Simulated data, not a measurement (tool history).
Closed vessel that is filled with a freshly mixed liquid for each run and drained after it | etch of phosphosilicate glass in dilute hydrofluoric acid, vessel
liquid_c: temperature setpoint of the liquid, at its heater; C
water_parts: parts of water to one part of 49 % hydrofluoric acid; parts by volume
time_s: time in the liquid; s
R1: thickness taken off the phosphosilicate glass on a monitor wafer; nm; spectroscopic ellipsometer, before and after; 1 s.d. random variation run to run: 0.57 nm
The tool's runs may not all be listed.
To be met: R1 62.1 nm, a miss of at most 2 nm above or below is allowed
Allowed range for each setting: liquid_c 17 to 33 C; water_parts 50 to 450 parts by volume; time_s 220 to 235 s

{"run": 1, "hour": 0.0, "liquid_c": 25, "water_parts": 250, "time_s": 220, "R1": 95.981}
{"run": 2, "hour": 0.9, "liquid_c": 23.5, "water_parts": 260, "time_s": 220, "R1": 88.59}
{"run": 3, "hour": 1.9, "liquid_c": 23.5, "water_parts": 195, "time_s": 220, "R1": 125.62}
{"run": 4, "hour": 6.6, "liquid_c": 25, "water_parts": 195, "time_s": 220, "R1": 131.2}
{"run": 5, "hour": 11.2, "liquid_c": 23.5, "water_parts": 220, "time_s": 220, "R1": 108.49}
{"run": 6, "hour": 18.8, "liquid_c": 20.5, "water_parts": 220, "time_s": 220, "R1": 96.581}
{"run": 7, "hour": 28.1, "liquid_c": 19.5, "water_parts": 235, "time_s": 220, "R1": 84.748}
{"run": 8, "hour": 36.1, "liquid_c": 19, "water_parts": 245, "time_s": 220, "R1": 80.286}
{"run": 9, "hour": 41.2, "liquid_c": 17, "water_parts": 295, "time_s": 220, "R1": 58.399}

Which one of the following 4 next-run settings gets every result inside its allowed miss? There is exactly one.
{"run": "A", "hour": 46.3, "liquid_c": 17.5, "water_parts": 285, "time_s": 235, "R1": "?"}
{"run": "B", "hour": 46.3, "liquid_c": 17, "water_parts": 280, "time_s": 220, "R1": "?"}
{"run": "C", "hour": 46.3, "liquid_c": 19.5, "water_parts": 280, "time_s": 220, "R1": "?"}
{"run": "D", "hour": 46.3, "liquid_c": 18.5, "water_parts": 315, "time_s": 220, "R1": "?"}

move=A R1=66.394
move=B R1=62.338
move=C R1=68.498
move=D R1=56.904
A: pushes the last run's worst result past its target
B: in spec on every target
C: pushes the last run's worst result past its target
D: moves away from the targets compared with the last run
Move B is the one to make.
